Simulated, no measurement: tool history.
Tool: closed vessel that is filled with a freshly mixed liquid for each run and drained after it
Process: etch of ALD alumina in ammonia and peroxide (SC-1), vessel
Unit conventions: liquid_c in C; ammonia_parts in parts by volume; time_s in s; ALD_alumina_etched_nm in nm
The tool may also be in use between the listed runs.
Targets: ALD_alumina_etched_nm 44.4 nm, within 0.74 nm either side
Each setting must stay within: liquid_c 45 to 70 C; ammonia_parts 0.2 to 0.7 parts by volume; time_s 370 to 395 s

Run 1, hour 0: liquid_c 61 C, ammonia_parts 0.4 parts by volume, time_s 370 s. Result: ALD_alumina_etched_nm 29.545 nm.
Run 2, hour 5.9: liquid_c 61 C, ammonia_parts 0.5 parts by volume, time_s 370 s. Result: ALD_alumina_etched_nm 30.031 nm.
Run 3, hour 9.9: liquid_c 61 C, ammonia_parts 0.4 parts by volume, time_s 370 s. Result: ALD_alumina_etched_nm 29.617 nm.
Run 4, hour 18.5: liquid_c 61 C, ammonia_parts 0.4 parts by volume, time_s 370 s. Result: ALD_alumina_etched_nm 29.418 nm.
Run 5, hour 25.4: liquid_c 63 C, ammonia_parts 0.4 parts by volume, time_s 370 s. Result: ALD_alumina_etched_nm 32.616 nm.
Run 6, hour 28.6: liquid_c 63 C, ammonia_parts 0.35 parts by volume, time_s 370 s. Result: ALD_alumina_etched_nm 32.542 nm.
Run 7, hour 32.5: liquid_c 64.5 C, ammonia_parts 0.35 parts by volume, time_s 370 s. Result: ALD_alumina_etched_nm 34.911 nm.
Run 8, hour 38: liquid_c 65.5 C, ammonia_parts 0.35 parts by volume, time_s 370 s. Result: ALD_alumina_etched_nm 36.814 nm.
Run 9, hour 46.4: liquid_c 65.5 C, ammonia_parts 0.35 parts by volume, time_s 370 s. Result: ALD_alumina_etched_nm 36.606 nm.
Run 10, hour 50.2: liquid_c 66.5 C, ammonia_parts 0.35 parts by volume, time_s 370 s. Result: ALD_alumina_etched_nm 38.088 nm.
Run 11, hour 57.8: liquid_c 67 C, ammonia_parts 0.35 parts by volume, time_s 370 s. Result: ALD_alumina_etched_nm 39.431 nm.
Run 12, hour 66.5: liquid_c 67.5 C, ammonia_parts 0.35 parts by volume, time_s 370 s. Result: ALD_alumina_etched_nm 40.12 nm.
Run 13, hour 71: liquid_c 68 C, ammonia_parts 0.35 parts by volume, time_s 370 s. Result: ALD_alumina_etched_nm 41.435 nm.
Run 14, hour 73.4: liquid_c 68.5 C, ammonia_parts 0.35 parts by volume, time_s 370 s. Result: ALD_alumina_etched_nm 42.12 nm.
Run 15, hour 74.3: liquid_c 69 C, ammonia_parts 0.35 parts by volume, time_s 370 s. Result: ALD_alumina_etched_nm 43.217 nm.

Exercise: of the 4 proposed moves below, exactly one satisfies all targets within the stated allowed misses. Which move is it?
Run A, hour 75.2: liquid_c 68 C, ammonia_parts 0.4 parts by volume, time_s 375 s. Result: ALD_alumina_etched_nm ?.
Run B, hour 75.2: liquid_c 69 C, ammonia_parts 0.35 parts by volume, time_s 380 s. Result: ALD_alumina_etched_nm ?.
Run C, hour 75.2: liquid_c 68 C, ammonia_parts 0.45 parts by volume, time_s 375 s. Result: ALD_alumina_etched_nm ?.
Run D, hour 75.2: liquid_c 69 C, ammonia_parts 0.3 parts by volume, time_s 375 s. Result: ALD_alumina_etched_nm ?.

move  ALD_alumina_etched_nm
   A                 42.022
   B                 44.139
   C                 42.492
   D                 42.929
A: moves away from the targets compared with the last run
B: every result lands within tolerance
C: moves away from the targets compared with the last run
D: moves away from the targets compared with the last run
B meets every target.
